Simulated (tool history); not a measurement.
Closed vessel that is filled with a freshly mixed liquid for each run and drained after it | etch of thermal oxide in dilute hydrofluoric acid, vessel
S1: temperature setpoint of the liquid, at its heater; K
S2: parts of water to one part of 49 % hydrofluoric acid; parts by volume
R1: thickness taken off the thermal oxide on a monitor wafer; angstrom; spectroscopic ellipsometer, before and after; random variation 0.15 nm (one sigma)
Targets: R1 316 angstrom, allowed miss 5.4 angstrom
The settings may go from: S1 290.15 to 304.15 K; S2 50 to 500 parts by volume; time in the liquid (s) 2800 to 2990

{"run": 1, "day": 0.0, "S1": 296.15, "S2": 275, "time in the liquid (s)": 2800, "R1": 386.77}
{"run": 2, "day": 0.283, "S1": 296.15, "S2": 185, "time in the liquid (s)": 2800, "R1": 629.23}
{"run": 3, "day": 0.604, "S1": 296.15, "S2": 185, "time in the liquid (s)": 2800, "R1": 632.46}
{"run": 4, "day": 0.683, "S1": 299.15, "S2": 185, "time in the liquid (s)": 2800, "R1": 702.64}
{"run": 5, "day": 0.775, "S1": 299.15, "S2": 185, "time in the liquid (s)": 2800, "R1": 695.65}
{"run": 6, "day": 0.9, "S1": 299.15, "S2": 185, "time in the liquid (s)": 2990, "R1": 753.48}
{"run": 7, "day": 0.996, "S1": 297.15, "S2": 215, "time in the liquid (s)": 2990, "R1": 583.27}
{"run": 8, "day": 1.238, "S1": 295.65, "S2": 230, "time in the liquid (s)": 2990, "R1": 508.27}
{"run": 9, "day": 1.475, "S1": 294.15, "S2": 240, "time in the liquid (s)": 2990, "R1": 453.99}
{"run": 10, "day": 1.525, "S1": 293.15, "S2": 250, "time in the liquid (s)": 2990, "R1": 413.96}
{"run": 11, "day": 1.642, "S1": 292.65, "S2": 255, "time in the liquid (s)": 2990, "R1": 398.81}
{"run": 12, "day": 1.929, "S1": 292.15, "S2": 260, "time in the liquid (s)": 2990, "R1": 381.88}
{"run": 13, "day": 2.254, "S1": 291.65, "S2": 265, "time in the liquid (s)": 2990, "R1": 367.3}
{"run": 14, "day": 2.375, "S1": 291.65, "S2": 265, "time in the liquid (s)": 2990, "R1": 367.58}
{"run": 15, "day": 2.496, "S1": 290.15, "S2": 290, "time in the liquid (s)": 2990, "R1": 308.38}
{"run": 16, "day": 2.617, "S1": 290.15, "S2": 290, "time in the liquid (s)": 2990, "R1": 308.79}

Which of these 4 next moves meets every target?
{"run": "A", "day": 2.738, "S1": 291.15, "S2": 290, "time in the liquid (s)": 2830, "R1": "?"}
{"run": "B", "day": 2.738, "S1": 293.15, "S2": 325, "time in the liquid (s)": 2990, "R1": "?"}
{"run": "C", "day": 2.738, "S1": 290.15, "S2": 285, "time in the liquid (s)": 2990, "R1": "?"}
{"run": "D", "day": 2.738, "S1": 290.15, "S2": 285, "time in the liquid (s)": 2850, "R1": "?"}

move=A R1=305.19
move=B R1=300.44
move=C R1=317.26
move=D R1=302.4
A: further off than the last run
B: further off than the last run
C: meets every target
D: further off than the last run
The right move is C.
